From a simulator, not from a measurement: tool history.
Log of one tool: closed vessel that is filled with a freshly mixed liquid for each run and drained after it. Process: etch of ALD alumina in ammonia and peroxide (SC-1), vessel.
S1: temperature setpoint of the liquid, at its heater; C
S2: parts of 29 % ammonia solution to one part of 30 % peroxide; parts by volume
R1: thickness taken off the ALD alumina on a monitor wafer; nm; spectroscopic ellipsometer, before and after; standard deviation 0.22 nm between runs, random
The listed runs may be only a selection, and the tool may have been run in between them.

Run 1, hour 0: S1 61 C, S2 0.65 parts by volume, time in the liquid (s) 270. Result: R1 20.513 nm.
Run 2, hour 2.6: S1 61 C, S2 0.75 parts by volume, time in the liquid (s) 270. Result: R1 20.914 nm.
Run 3, hour 5: S1 62 C, S2 0.75 parts by volume, time in the liquid (s) 270. Result: R1 21.957 nm.
Run 4, hour 10.4: S1 58.5 C, S2 0.75 parts by volume, time in the liquid (s) 270. Result: R1 18.375 nm.
Run 5, hour 15.4: S1 60 C, S2 0.75 parts by volume, time in the liquid (s) 270. Result: R1 19.825 nm.
Run 6, hour 18.5: S1 56.5 C, S2 0.75 parts by volume, time in the liquid (s) 270. Result: R1 16.877 nm.

The next listed run, before its measurement:
Run 7, hour 21.4: S1 56.5 C, S2 0.75 parts by volume, time in the liquid (s) 270. Result: R1 ?.

R1: 16.578 nm

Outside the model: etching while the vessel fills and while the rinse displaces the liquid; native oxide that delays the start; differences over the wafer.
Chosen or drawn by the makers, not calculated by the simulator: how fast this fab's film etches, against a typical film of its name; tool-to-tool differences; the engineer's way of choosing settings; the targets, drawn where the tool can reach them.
